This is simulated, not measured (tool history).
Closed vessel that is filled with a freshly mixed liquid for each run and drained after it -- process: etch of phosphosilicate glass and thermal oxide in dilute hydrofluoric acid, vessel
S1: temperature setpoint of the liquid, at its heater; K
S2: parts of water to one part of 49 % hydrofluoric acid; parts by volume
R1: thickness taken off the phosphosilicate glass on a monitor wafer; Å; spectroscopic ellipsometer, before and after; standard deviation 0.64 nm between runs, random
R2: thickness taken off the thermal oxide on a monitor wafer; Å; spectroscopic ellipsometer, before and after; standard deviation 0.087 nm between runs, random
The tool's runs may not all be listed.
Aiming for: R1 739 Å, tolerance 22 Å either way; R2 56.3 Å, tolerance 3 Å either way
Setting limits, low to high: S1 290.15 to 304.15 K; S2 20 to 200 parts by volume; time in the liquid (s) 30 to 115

{"run": 1, "day": 0.0, "S1": 296.15, "S2": 110, "time in the liquid (s)": 60, "R1": 300.42, "R2": 22.439}
{"run": 2, "day": 0.038, "S1": 296.15, "S2": 110, "time in the liquid (s)": 35, "R1": 175.8, "R2": 13.15}
{"run": 3, "day": 0.167, "S1": 298.65, "S2": 110, "time in the liquid (s)": 35, "R1": 194.29, "R2": 15.184}
{"run": 4, "day": 0.4, "S1": 298.65, "S2": 110, "time in the liquid (s)": 55, "R1": 302.06, "R2": 23.499}
{"run": 5, "day": 0.546, "S1": 301.15, "S2": 110, "time in the liquid (s)": 55, "R1": 340.54, "R2": 25.534}
{"run": 6, "day": 0.871, "S1": 301.15, "S2": 110, "time in the liquid (s)": 70, "R1": 421.45, "R2": 32.55}
{"run": 7, "day": 0.942, "S1": 301.65, "S2": 100, "time in the liquid (s)": 70, "R1": 487.77, "R2": 37.526}
{"run": 8, "day": 1.329, "S1": 304.15, "S2": 65, "time in the liquid (s)": 70, "R1": 862.83, "R2": 65.655}
{"run": 9, "day": 1.388, "S1": 303.65, "S2": 65, "time in the liquid (s)": 70, "R1": 848.52, "R2": 64.834}

Below are 4 possible settings for the next run. Only one of them brings all results inside the allowed miss of their targets. Which is it?
{"run": "A", "day": 1.446, "S1": 304.15, "S2": 65, "time in the liquid (s)": 55, "R1": "?", "R2": "?"}
{"run": "B", "day": 1.446, "S1": 304.15, "S2": 65, "time in the liquid (s)": 65, "R1": "?", "R2": "?"}
{"run": "C", "day": 1.446, "S1": 304.15, "S2": 55, "time in the liquid (s)": 45, "R1": "?", "R2": "?"}
{"run": "D", "day": 1.446, "S1": 301.65, "S2": 65, "time in the liquid (s)": 65, "R1": "?", "R2": "?"}

move=A R1=687.1 R2=50.695
move=B R1=812.03 R2=59.912
move=C R1=674.76 R2=49.784
move=D R1=737.01 R2=54.377
A: the result that was furthest off in the last run now lies on the other side of its target
B: nearer the targets than the last run, but a result is still out of spec
C: the result that was furthest off in the last run now lies on the other side of its target
D: all results land within tolerance of their targets
Correct choice: D, which meets every target
